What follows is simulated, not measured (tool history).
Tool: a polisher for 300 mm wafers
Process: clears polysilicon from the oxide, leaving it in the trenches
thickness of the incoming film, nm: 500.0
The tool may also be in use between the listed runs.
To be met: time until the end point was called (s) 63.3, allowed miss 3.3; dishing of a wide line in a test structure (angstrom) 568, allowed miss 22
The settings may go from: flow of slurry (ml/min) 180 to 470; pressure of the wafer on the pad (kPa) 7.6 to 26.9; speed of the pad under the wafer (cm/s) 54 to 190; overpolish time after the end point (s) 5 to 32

run	day	flow of slurry (ml/min)	pressure of the wafer on the pad (kPa)	speed of the pad under the wafer (cm/s)	overpolish time after the end point (s)	time until the end point was called (s)	dishing of a wide line in a test structure (angstrom)
1	0	300	17.2	122	16	31.973	577.51
2	0.204	300	17.2	122	20	32.999	581.8
3	0.4	300	19.3	122	20	29.528	566.11
4	0.558	300	18.6	112	19	32.388	574.24
5	0.842	300	18.6	124	19	30.038	586.47
6	1.079	300	18.6	106	19	34.185	576.41
7	1.196	295	17.2	102	17	38.319	563.32
8	1.283	295	15.9	102	18	41.164	569.19
9	1.329	295	14.5	102	18	44.924	564.23
# day 1.375: slurry nozzle cleaned
10	1.375	295	13.8	102	19	46.547	573.12
11	1.454	295	13.1	102	19	49.21	564.33
12	1.633	295	12.4	102	20	50.079	549.19
13	1.962	290	12.4	100	18	51.618	551.55
14	2.133	210	9	94	26	75.563	541.98
15	2.388	225	9	94	27	74.2	551.99
16	2.746	245	11.7	96	30	57.072	574.68
17	2.796	240	11.7	96	30	57.83	570.52
18	2.862	235	11.7	96	30	58.294	573.77
19	3.088	230	11.7	96	30	57.084	572.48

Which of these 4 next moves meets every target?
A	3.312	180	12.4	110	18	?	?
B	3.312	270	12.4	76	29	?	?
C	3.312	265	13.1	98	25	?	?
D	3.312	240	11.7	122	32	?	?

move	time until the end point was called (s)	dishing of a wide line in a test structure (angstrom)
A	49.795	550.38
B	63.409	565.07
C	50.308	568.39
D	47.706	574.78
A: further off than the last run
B: meets every target
C: further off than the last run
D: further off than the last run
Move B is the one to make.

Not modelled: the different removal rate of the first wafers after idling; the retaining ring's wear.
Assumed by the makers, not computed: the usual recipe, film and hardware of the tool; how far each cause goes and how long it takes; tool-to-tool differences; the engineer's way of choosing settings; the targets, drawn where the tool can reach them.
